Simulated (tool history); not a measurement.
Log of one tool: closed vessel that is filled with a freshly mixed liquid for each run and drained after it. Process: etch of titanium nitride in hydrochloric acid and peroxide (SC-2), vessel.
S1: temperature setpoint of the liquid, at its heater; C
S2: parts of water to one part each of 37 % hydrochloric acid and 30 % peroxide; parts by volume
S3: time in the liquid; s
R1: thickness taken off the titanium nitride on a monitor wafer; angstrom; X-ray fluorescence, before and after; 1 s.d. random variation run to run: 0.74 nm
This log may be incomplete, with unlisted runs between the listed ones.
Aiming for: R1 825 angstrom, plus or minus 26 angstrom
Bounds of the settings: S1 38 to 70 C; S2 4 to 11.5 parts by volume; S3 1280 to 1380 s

Run 1, hour 0: S1 54 C, S2 6.5 parts by volume, S3 1280 s. Result: R1 350.93 angstrom.
Run 2, hour 3.4: S1 54 C, S2 5.5 parts by volume, S3 1280 s. Result: R1 400.32 angstrom.
Run 3, hour 10.3: S1 54 C, S2 5.5 parts by volume, S3 1280 s. Result: R1 406.16 angstrom.
Run 4, hour 17.3: S1 57 C, S2 5.5 parts by volume, S3 1280 s. Result: R1 483.54 angstrom.
Run 5, hour 19.5: S1 57 C, S2 7.5 parts by volume, S3 1280 s. Result: R1 375.37 angstrom.
Run 6, hour 25.2: S1 57 C, S2 7.5 parts by volume, S3 1280 s. Result: R1 382.37 angstrom.
Run 7, hour 30.1: S1 65 C, S2 7.5 parts by volume, S3 1280 s. Result: R1 633.68 angstrom.
Run 8, hour 36.2: S1 66 C, S2 7.5 parts by volume, S3 1280 s. Result: R1 665.2 angstrom.
Run 9, hour 45.3: S1 67 C, S2 7.5 parts by volume, S3 1280 s. Result: R1 720.08 angstrom.
Run 10, hour 52.1: S1 67.5 C, S2 7.5 parts by volume, S3 1280 s. Result: R1 728.49 angstrom.

Exercise: of the 4 proposed moves below, exactly one satisfies all targets within the stated allowed misses. Which move is it?
Run A, hour 58.9: S1 60 C, S2 5.5 parts by volume, S3 1300 s. Result: R1 ?.
Run B, hour 58.9: S1 69.5 C, S2 8 parts by volume, S3 1360 s. Result: R1 ?.
Run C, hour 58.9: S1 69.5 C, S2 7 parts by volume, S3 1350 s. Result: R1 ?.
Run D, hour 58.9: S1 70 C, S2 7.5 parts by volume, S3 1345 s. Result: R1 ?.

move      R1
   A  589.41
   B  825.51
   C  910.49
   D   885.2
A: lands further from the targets than the last run did
B: all results in spec
C: carries the result that was furthest off beyond its target, to the other side
D: carries the result that was furthest off beyond its target, to the other side
B meets every target.

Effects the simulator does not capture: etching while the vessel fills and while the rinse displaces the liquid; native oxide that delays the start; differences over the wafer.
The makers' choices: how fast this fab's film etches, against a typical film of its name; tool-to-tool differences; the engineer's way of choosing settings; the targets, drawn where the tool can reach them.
